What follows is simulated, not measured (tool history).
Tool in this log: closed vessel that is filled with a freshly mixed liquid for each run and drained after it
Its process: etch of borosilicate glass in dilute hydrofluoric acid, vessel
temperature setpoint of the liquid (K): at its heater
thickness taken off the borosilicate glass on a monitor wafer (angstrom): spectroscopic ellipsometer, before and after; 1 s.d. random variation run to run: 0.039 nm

| run | hour | temperature setpoint of the liquid (K) | parts of water to one part of 49 % hydrofluoric acid (parts by volume) | time in the liquid (s) | thickness taken off the borosilicate glass on a monitor wafer (angstrom) |
|---|---|---|---|---|---|
| 1 | 0 | 297.15 | 195 | 45 | 80.575 |
| 2 | 6.8 | 295.65 | 205 | 45 | 72.507 |
| 3 | 10.5 | 295.65 | 180 | 45 | 85.059 |
| 4 | 14.1 | 295.65 | 180 | 30 | 56.871 |
| 5 | 22.2 | 295.65 | 180 | 45 | 83.715 |
| 6 | 31 | 294.65 | 190 | 45 | 75.762 |
| 7 | 35.3 | 293.65 | 205 | 45 | 67.56 |
|  | 36.7 | thermometer replaced |
| 8 | 36.7 | 293.15 | 215 | 45 | 57.648 |

Expected results for the next run?
| 9 | 45.5 | 292.65 | 215 | 45 | ? |

{"run 9": {"thickness taken off the borosilicate glass on a monitor wafer (angstrom)": 56.234}}

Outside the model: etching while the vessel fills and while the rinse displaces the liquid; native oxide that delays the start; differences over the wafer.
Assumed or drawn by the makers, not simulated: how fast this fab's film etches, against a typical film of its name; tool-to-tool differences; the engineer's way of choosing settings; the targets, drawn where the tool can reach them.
